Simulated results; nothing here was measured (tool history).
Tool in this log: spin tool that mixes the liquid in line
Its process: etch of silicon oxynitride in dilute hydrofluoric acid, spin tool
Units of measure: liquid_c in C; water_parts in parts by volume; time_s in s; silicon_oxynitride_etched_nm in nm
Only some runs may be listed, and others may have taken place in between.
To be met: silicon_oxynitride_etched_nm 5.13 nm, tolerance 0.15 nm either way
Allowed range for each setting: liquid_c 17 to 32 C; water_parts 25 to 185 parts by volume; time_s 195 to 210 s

run 1 hour=0 | liquid_c=24 water_parts=105 time_s=195 | silicon_oxynitride_etched_nm=8.2406
run 2 hour=2.9 | liquid_c=24 water_parts=85 time_s=195 | silicon_oxynitride_etched_nm=10.271
run 3 hour=8.1 | liquid_c=24 water_parts=85 time_s=210 | silicon_oxynitride_etched_nm=11.054
run 4 hour=9.7 | liquid_c=24 water_parts=85 time_s=210 | silicon_oxynitride_etched_nm=11.178
run 5 hour=13.6 | liquid_c=24 water_parts=115 time_s=210 | silicon_oxynitride_etched_nm=8.0473
run 6 hour=18.7 | liquid_c=24 water_parts=135 time_s=210 | silicon_oxynitride_etched_nm=6.7158
run 7 hour=24.9 | liquid_c=23.5 water_parts=135 time_s=210 | silicon_oxynitride_etched_nm=6.5736
run 8 hour=30.3 | liquid_c=23 water_parts=135 time_s=210 | silicon_oxynitride_etched_nm=6.4441
run 9 hour=36.2 | liquid_c=22.5 water_parts=135 time_s=210 | silicon_oxynitride_etched_nm=6.2496
run 10 hour=40.2 | liquid_c=22.5 water_parts=135 time_s=210 | silicon_oxynitride_etched_nm=6.2619
run 11 hour=46.2 | liquid_c=22 water_parts=135 time_s=210 | silicon_oxynitride_etched_nm=6.1466

Which of these 4 next moves meets every target?
run A hour=52.2 | liquid_c=22 water_parts=115 time_s=200 | silicon_oxynitride_etched_nm=?
run B hour=52.2 | liquid_c=22 water_parts=160 time_s=210 | silicon_oxynitride_etched_nm=?
run C hour=52.2 | liquid_c=24.5 water_parts=135 time_s=210 | silicon_oxynitride_etched_nm=?
run D hour=52.2 | liquid_c=20.5 water_parts=145 time_s=195 | silicon_oxynitride_etched_nm=?

move=A silicon_oxynitride_etched_nm=6.9289
move=B silicon_oxynitride_etched_nm=5.0559
move=C silicon_oxynitride_etched_nm=6.8582
move=D silicon_oxynitride_etched_nm=4.8799
A: its largest miss is bigger than the last run's
B: every result lands within tolerance
C: its largest miss is bigger than the last run's
D: the result that was furthest off in the last run now lies on the other side of its target
Answer: B

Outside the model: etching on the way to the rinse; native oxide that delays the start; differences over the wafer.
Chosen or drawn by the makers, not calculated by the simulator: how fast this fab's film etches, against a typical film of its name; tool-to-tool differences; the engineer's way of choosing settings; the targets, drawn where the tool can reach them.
